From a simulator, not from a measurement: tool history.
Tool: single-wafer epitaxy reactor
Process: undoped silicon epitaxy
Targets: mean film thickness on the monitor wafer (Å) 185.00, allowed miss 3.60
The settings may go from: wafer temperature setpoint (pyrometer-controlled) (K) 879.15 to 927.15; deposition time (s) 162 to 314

run	hour	wafer temperature setpoint (pyrometer-controlled) (K)	deposition time (s)	mean film thickness on the monitor wafer (Å)
1	0.0	903.15	238	243.10
2	1.0	901.15	238	230.24
3	9.0	901.15	257	248.92
4	11.3	901.15	227	219.15
5	19.0	901.15	240	233.41
6	27.8	901.15	274	265.00
7	31.6	899.15	274	251.02
8	36.9	897.15	274	239.17
9	41.4	896.15	274	232.44
10	44.2	895.15	274	227.25
11	46.2	894.15	274	219.78
12	52.4	893.15	274	214.92
13	59.6	893.15	274	214.87
14	61.6	892.15	274	208.82
15	63.9	892.15	274	209.53
16	70.2	891.15	274	203.38
17	72.8	889.15	274	192.63

5 next moves are on the table. One of them brings every result within its allowed miss. Which?
A	75.4	894.15	248	?
B	75.4	891.15	247	?
C	75.4	891.15	266	?
D	75.4	891.15	261	?
E	75.4	893.15	268	?

move	mean film thickness on the monitor wafer (Å)
A	200.17
B	184.05
C	198.20
D	194.48
E	210.64
A: further off than the last run
B: meets every target
C: further off than the last run
D: further off than the last run
E: further off than the last run
The right move is B.
